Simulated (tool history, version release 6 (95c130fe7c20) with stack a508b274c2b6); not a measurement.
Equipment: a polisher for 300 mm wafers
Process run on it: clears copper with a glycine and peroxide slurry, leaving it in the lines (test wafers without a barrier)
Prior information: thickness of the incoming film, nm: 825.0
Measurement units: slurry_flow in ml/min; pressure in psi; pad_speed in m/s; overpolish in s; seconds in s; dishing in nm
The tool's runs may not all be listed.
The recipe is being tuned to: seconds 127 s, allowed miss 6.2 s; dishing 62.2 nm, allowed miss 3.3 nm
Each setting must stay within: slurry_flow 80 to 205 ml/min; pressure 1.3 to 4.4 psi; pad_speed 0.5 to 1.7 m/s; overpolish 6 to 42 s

run	day	slurry_flow	pressure	pad_speed	overpolish	seconds	dishing
1	0	135	2.8	1.1	21	171.92	62.585
2	0.242	135	3.1	1.1	21	163.9	68.029
3	0.475	160	3.1	1.1	21	153.91	67.216
4	0.812	160	2.6	1.1	21	179.99	59.134
5	0.879	160	2.1	1.1	21	211.51	52.669
6	0.954	160	2.1	1.1	16	214.4	42.663
7	1.171	170	2.9	1.16	15	156.76	51.255
8	1.308	170	2.9	1.16	15	161.25	52.72
9	1.667	170	3.1	1.16	15	146.04	55.165
10	1.967	170	3.2	1.16	15	143.18	56.127
# day 2.025: worn pad replaced by a new one
11	2.025	175	3.6	1.18	15	111.79	68.209
12	2.133	165	3.5	1.18	15	118.61	66.161

Pick the move, out of 4, that brings all results within their allowed miss; only one does.
A	2.242	135	3.6	1.08	15	?	?
B	2.242	170	3.4	1.26	14	?	?
C	2.242	135	4.3	1.02	16	?	?
D	2.242	165	2.9	1.3	19	?	?

move	seconds	dishing
A	128.34	63.477
B	115.56	64.932
C	115.04	73.185
D	129.87	74.33
A: hits every target within its allowed miss
B: the biggest miss grows against the last run
C: the biggest miss grows against the last run
D: meets the target for the result that was furthest off, but another lies outside its allowed miss
The right move is A.
